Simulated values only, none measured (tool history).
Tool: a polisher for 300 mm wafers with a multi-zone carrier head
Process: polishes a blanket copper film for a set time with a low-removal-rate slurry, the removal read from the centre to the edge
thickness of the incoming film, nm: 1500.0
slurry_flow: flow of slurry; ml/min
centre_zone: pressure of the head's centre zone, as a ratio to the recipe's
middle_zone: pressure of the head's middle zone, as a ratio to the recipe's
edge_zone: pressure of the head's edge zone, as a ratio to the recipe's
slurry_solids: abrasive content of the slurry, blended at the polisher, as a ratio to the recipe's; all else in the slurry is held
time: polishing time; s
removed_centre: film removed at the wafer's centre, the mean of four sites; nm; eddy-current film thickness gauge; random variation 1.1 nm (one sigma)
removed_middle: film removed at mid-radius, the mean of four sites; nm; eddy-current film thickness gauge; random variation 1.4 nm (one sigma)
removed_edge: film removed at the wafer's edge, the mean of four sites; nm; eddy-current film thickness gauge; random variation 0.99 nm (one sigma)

run  hour  slurry_flow  centre_zone  middle_zone  edge_zone  slurry_solids  time  removed_centre  removed_middle  removed_edge
  1   0.0          295         1.00         1.00       1.00            1.0    33          165.00          160.36        158.97
  2   1.8          330         1.00         1.00       1.00            1.0    33          166.47          158.94        160.67
  3   8.8          350         0.99         0.94       1.00            0.9    33          161.59          153.67        160.03
  4   9.7          350         0.99         0.87       1.00            0.9    33          162.69          143.33        159.86
  5  16.7          325         0.99         0.85       1.02            0.8    32          153.35          129.08        151.40
  6  22.0          325         1.03         0.85       1.02            0.8    32          160.39          130.84        151.43

Run 7 comes next. What will it give?
  7  28.3          305         1.01         0.84       1.02            0.8    32               ?               ?             ?

removed_centre: 153.41 nm
removed_middle: 126.01 nm
removed_edge: 149.30 nm
